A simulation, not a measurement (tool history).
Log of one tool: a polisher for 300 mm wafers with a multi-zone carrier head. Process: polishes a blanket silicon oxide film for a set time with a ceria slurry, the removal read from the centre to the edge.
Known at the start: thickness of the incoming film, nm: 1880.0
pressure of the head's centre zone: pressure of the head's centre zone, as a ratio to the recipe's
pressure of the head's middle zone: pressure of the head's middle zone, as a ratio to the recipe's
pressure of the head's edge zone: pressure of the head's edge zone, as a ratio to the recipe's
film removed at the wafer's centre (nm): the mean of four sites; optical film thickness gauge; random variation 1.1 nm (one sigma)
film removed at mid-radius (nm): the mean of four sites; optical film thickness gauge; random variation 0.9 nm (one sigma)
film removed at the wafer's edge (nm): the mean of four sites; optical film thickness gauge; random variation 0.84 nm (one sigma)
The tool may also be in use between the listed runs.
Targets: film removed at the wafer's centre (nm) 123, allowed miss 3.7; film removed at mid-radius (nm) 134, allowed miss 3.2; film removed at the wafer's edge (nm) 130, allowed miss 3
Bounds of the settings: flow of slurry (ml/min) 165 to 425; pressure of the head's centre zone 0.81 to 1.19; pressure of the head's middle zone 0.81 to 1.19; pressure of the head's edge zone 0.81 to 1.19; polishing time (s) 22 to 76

run    day  flow of slurry (ml/min)  pressure of the head's centre zone  pressure of the head's middle zone  pressure of the head's edge zone  polishing time (s)  film removed at the wafer's centre (nm)  film removed at mid-radius (nm)  film removed at the wafer's edge (nm)
  1      0                      275                                   1                                   1                                 1                  49                                   188.68                           178.99                                 188.99
  2  0.125                      275                                1.08                                   1                                 1                  49                                   203.89                           180.26                                 189.45
  3  0.229                      275                                1.03                                   1                                 1                  49                                   197.49                           181.04                                 190.46
  4  0.367                      315                                1.03                                   1                                 1                  49                                   196.53                           182.76                                 191.83
  5  0.558                      315                                1.01                                   1                              0.98                  47                                   187.47                           175.23                                  182.5
  6  0.742                      310                                0.99                                   1                              0.96                  45                                   173.41                           166.04                                 171.21
  7  0.767                      305                                0.97                                   1                              0.94                  44                                   164.91                            164.5                                 167.33
  8  0.917                      300                                0.96                                   1                              0.93                  43                                   161.17                           160.13                                 160.18
  9  1.167                      290                                0.94                                0.99                              0.92                  42                                   153.76                           153.86                                 157.03
 10  1.408                      285                                0.93                                0.99                              0.91                  41                                   149.31                           150.04                                 153.59
 11  1.492                      285                                0.92                                0.99                               0.9                  40                                   143.29                           147.27                                 146.03
 12    1.7                      275                                0.91                                0.98                              0.89                  40                                   139.24                           144.76                                 144.54
 13  1.888                      265                                 0.9                                0.98                              0.88                  40                                   137.79                           144.19                                 146.32
 14  2.033                      270                                 0.9                                0.98                              0.87                  39                                   136.37                           141.61                                 140.96
 15  2.262                      230                                0.84                                0.97                              0.81                  37                                   119.12                           131.78                                 127.88
 16   2.45                      235                                0.84                                0.97                              0.81                  37                                   119.77                           132.95                                  128.1

4 next moves are on the table. One of them brings every result within its allowed miss. Which?
  A  2.638                      220                                0.82                                0.96                              0.81                  37                                        ?                                ?                                      ?
  B  2.638                      170                                0.88                                   1                              0.83                  38                                        ?                                ?                                      ?
  C  2.638                      295                                0.88                                1.03                              0.81                  35                                        ?                                ?                                      ?
  D  2.638                      210                                0.82                                0.96                              0.85                  37                                        ?                                ?                                      ?

move  film removed at the wafer's centre (nm)  film removed at mid-radius (nm)  film removed at the wafer's edge (nm)
   A                                   115.07                           129.36                                 129.49
   B                                   123.93                           134.51                                 132.18
   C                                   119.92                           132.79                                  124.5
   D                                   114.59                           128.86                                 131.89
A: further off than the last run
B: meets every target
C: brings the result that was furthest off to its target, and leaves another outside
D: further off than the last run
Move B is the one to make.
